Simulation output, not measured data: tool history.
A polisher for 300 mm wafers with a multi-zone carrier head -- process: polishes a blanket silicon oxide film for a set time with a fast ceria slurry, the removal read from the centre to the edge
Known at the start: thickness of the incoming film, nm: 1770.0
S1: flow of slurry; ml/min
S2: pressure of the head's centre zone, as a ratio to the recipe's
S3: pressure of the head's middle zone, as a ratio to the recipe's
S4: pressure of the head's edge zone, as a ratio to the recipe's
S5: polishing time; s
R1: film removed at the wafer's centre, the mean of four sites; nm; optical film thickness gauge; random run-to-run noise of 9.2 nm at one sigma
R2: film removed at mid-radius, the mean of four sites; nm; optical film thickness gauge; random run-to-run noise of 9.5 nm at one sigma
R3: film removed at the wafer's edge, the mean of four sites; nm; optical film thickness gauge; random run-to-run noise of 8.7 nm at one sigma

Run 1, hour 0.0: S1 315 ml/min, S2 1.00, S3 1.00, S4 1.00, S5 38 s. Result: R1 559.17 nm, R2 571.94 nm, R3 557.94 nm.
Run 2, hour 4.5: S1 315 ml/min, S2 1.00, S3 1.00, S4 0.94, S5 38 s. Result: R1 559.42 nm, R2 580.14 nm, R3 546.99 nm.
Run 3, hour 9.6: S1 315 ml/min, S2 1.00, S3 1.00, S4 0.89, S5 38 s. Result: R1 560.70 nm, R2 571.96 nm, R3 541.97 nm.
Run 4, hour 12.4: S1 315 ml/min, S2 0.94, S3 1.00, S4 0.89, S5 38 s. Result: R1 522.82 nm, R2 561.86 nm, R3 538.37 nm.
Run 5, hour 21.1: S1 315 ml/min, S2 0.97, S3 1.00, S4 0.90, S5 40 s. Result: R1 576.13 nm, R2 593.78 nm, R3 557.44 nm.
Run 6, hour 22.8: S1 315 ml/min, S2 0.90, S3 1.00, S4 0.90, S5 40 s. Result: R1 531.92 nm, R2 609.19 nm, R3 564.21 nm.
Run 7, hour 25.5: S1 315 ml/min, S2 0.93, S3 1.00, S4 0.93, S5 42 s. Result: R1 580.14 nm, R2 643.92 nm, R3 606.04 nm.
Run 8, hour 27.7: S1 315 ml/min, S2 0.96, S3 1.00, S4 0.95, S5 43 s. Result: R1 595.74 nm, R2 656.13 nm, R3 629.69 nm.
Run 9, hour 29.8: S1 320 ml/min, S2 1.00, S3 1.01, S4 0.95, S5 44 s. Result: R1 651.28 nm, R2 670.25 nm, R3 654.93 nm.

Estimate the outcome of run 10 from the log above:
Run 10, hour 34.9: S1 320 ml/min, S2 1.00, S3 1.01, S4 0.95, S5 44 s. Result: R1 ?, R2 ?, R3 ?.

Run 10 produced R1 650.91 nm, R2 677.51 nm, R3 639.08 nm.
